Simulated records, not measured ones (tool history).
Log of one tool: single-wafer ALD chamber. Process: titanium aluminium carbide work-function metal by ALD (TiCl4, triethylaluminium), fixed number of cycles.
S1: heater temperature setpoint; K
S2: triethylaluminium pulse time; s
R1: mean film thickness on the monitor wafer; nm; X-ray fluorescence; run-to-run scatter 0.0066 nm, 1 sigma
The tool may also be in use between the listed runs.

run,day,S1,S2,R1
1,0.000,553.15,9.62,1.8337
2,0.279,553.15,8.06,1.7658
3,0.554,553.15,10.83,1.8589
4,0.750,549.15,9.92,1.7960
5,0.888,549.15,11.59,1.8346
6,1.042,549.15,13.40,1.8362
7,1.117,545.15,11.55,1.7826

The next listed run, before its measurement:
8,1.425,542.15,10.47,?

{"run 8": {"R1": 1.7422}}
